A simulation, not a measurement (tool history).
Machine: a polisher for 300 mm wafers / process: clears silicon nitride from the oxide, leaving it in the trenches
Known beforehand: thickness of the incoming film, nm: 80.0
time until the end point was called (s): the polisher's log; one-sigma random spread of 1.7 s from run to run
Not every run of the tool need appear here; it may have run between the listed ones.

| run | day | flow of slurry (ml/min) | pressure of the wafer on the pad (psi) | speed of the pad under the wafer (m/s) | overpolish time after the end point (s) | time until the end point was called (s) |
|---|---|---|---|---|---|---|
| 1 | 0 | 165 | 2.9 | 1.02 | 8 | 78.112 |
| 2 | 0.121 | 165 | 2.4 | 1.02 | 8 | 92.998 |
| 3 | 0.362 | 165 | 2.4 | 1.24 | 8 | 77.149 |
| 4 | 0.708 | 165 | 2.8 | 1.24 | 8 | 68.649 |
| 5 | 1.067 | 165 | 2.1 | 1.24 | 8 | 89.032 |
| 6 | 1.229 | 165 | 2.1 | 1.36 | 8 | 81.538 |
| 7 | 1.608 | 155 | 1.9 | 1.14 | 8 | 108.08 |
| 8 | 1.704 | 140 | 1.7 | 1.06 | 8 | 128.64 |

Run 9 is up next; what results do you expect?
| 9 | 1.767 | 115 | 1.3 | 0.78 | 8 | ? |

time until the end point was called (s): 229.29
